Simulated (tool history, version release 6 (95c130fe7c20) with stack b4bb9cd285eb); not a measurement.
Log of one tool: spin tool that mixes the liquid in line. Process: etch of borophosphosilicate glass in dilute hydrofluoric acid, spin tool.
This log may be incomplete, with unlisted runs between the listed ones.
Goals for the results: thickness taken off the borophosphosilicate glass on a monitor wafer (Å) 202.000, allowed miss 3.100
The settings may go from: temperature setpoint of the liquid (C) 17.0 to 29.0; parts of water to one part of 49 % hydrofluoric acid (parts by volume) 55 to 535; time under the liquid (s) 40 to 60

| run | hour | temperature setpoint of the liquid (C) | parts of water to one part of 49 % hydrofluoric acid (parts by volume) | time under the liquid (s) | thickness taken off the borophosphosilicate glass on a monitor wafer (Å) |
|---|---|---|---|---|---|
| 1 | 0.0 | 21.0 | 295 | 60 | 96.599 |
| 2 | 7.3 | 21.0 | 355 | 60 | 75.819 |
| 3 | 10.2 | 21.0 | 300 | 60 | 94.118 |
| 4 | 17.2 | 21.0 | 300 | 60 | 94.624 |
|  | 24.6 | thermometer replaced |
| 5 | 24.6 | 22.5 | 280 | 60 | 100.520 |
| 6 | 31.6 | 22.5 | 175 | 60 | 179.190 |
| 7 | 37.0 | 23.5 | 175 | 60 | 186.330 |
| 8 | 41.5 | 24.0 | 175 | 60 | 190.410 |
| 9 | 43.9 | 24.5 | 175 | 60 | 193.310 |

Which of these 4 next moves meets every target?
| A | 46.3 | 25.5 | 185 | 60 | ? |
| B | 46.3 | 24.0 | 165 | 60 | ? |
| C | 46.3 | 29.0 | 205 | 60 | ? |
| D | 46.3 | 21.5 | 165 | 60 | ? |

| move | thickness taken off the borophosphosilicate glass on a monitor wafer (Å) |
|---|---|
| A | 187.170 |
| B | 202.960 |
| C | 187.040 |
| D | 184.420 |
A: further off than the last run
B: every result within its allowed miss
C: further off than the last run
D: further off than the last run
Go with B: it meets all targets.

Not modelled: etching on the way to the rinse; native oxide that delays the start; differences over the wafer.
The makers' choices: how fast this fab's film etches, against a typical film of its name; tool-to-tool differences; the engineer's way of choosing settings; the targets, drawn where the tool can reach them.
